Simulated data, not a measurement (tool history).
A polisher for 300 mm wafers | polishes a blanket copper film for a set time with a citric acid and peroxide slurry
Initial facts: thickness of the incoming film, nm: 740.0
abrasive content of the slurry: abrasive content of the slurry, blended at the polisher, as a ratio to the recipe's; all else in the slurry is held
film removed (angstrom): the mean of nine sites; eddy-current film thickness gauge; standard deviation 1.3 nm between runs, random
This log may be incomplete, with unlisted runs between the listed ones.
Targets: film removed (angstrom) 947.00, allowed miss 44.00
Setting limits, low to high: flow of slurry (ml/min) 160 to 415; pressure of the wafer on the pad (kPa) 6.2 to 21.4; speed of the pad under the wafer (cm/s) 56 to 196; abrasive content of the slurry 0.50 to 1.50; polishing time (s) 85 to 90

run	hour	flow of slurry (ml/min)	pressure of the wafer on the pad (kPa)	speed of the pad under the wafer (cm/s)	abrasive content of the slurry	polishing time (s)	film removed (angstrom)
1	0.0	265	13.8	126	1.00	85	1409.60
2	5.1	265	13.8	144	1.00	85	1572.20
3	14.0	265	12.4	142	1.00	85	1397.60
4	21.8	265	12.4	142	0.90	85	1401.10
5	23.9	265	14.5	142	0.90	85	1634.30
6	28.9	265	13.1	140	0.90	85	1434.80
7	30.0	265	11.7	140	0.90	85	1326.30
8	37.6	265	7.6	134	0.90	85	822.24
9	39.1	265	8.3	134	0.90	85	909.03
10	44.6	265	8.3	134	0.90	85	897.12

5 candidate next runs follow, results not yet known. Just one meets every target within its allowed miss. Identify it.
A	50.1	300	8.3	120	0.85	85	?
B	50.1	300	8.3	118	0.95	87	?
C	50.1	240	8.3	138	0.95	89	?
D	50.1	185	11.0	96	0.50	87	?
E	50.1	235	7.6	130	0.90	90	?

move	film removed (angstrom)
A	866.46
B	895.72
C	988.75
D	875.65
E	874.23
A: its largest miss is bigger than the last run's
B: about as far from the targets as the last run
C: in spec on every target
D: its largest miss is bigger than the last run's
E: its largest miss is bigger than the last run's
Move C is the one to make.

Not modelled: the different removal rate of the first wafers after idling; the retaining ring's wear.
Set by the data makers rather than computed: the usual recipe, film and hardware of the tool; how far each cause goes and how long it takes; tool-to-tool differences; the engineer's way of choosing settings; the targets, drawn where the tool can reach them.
